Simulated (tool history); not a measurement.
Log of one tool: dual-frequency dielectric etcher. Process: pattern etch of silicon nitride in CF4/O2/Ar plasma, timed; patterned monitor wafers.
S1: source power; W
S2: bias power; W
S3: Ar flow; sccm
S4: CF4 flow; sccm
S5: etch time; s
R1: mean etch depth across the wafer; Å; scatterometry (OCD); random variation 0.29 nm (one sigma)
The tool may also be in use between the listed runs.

| run | hour | S1 | S2 | S3 | S4 | S5 | R1 |
|---|---|---|---|---|---|---|---|
| 1 | 0 | 520 | 49 | 105 | 122 | 66 | 1222 |
| 2 | 3.9 | 520 | 49 | 120 | 122 | 66 | 1198.6 |
| 3 | 8.2 | 490 | 49 | 120 | 122 | 66 | 1133.6 |
| 4 | 14.3 | 470 | 49 | 120 | 122 | 66 | 1090.5 |
| 5 | 22.4 | 380 | 49 | 120 | 122 | 66 | 901.87 |
| 6 | 25.1 | 380 | 49 | 128 | 122 | 66 | 901.75 |
| 7 | 27.3 | 390 | 49 | 128 | 122 | 66 | 912.97 |
| 8 | 28.9 | 390 | 49 | 128 | 122 | 66 | 918.58 |

Run 9 comes next. What will it give?
| 9 | 30.6 | 400 | 49 | 128 | 122 | 66 | ? |

R1: 937.03 Å
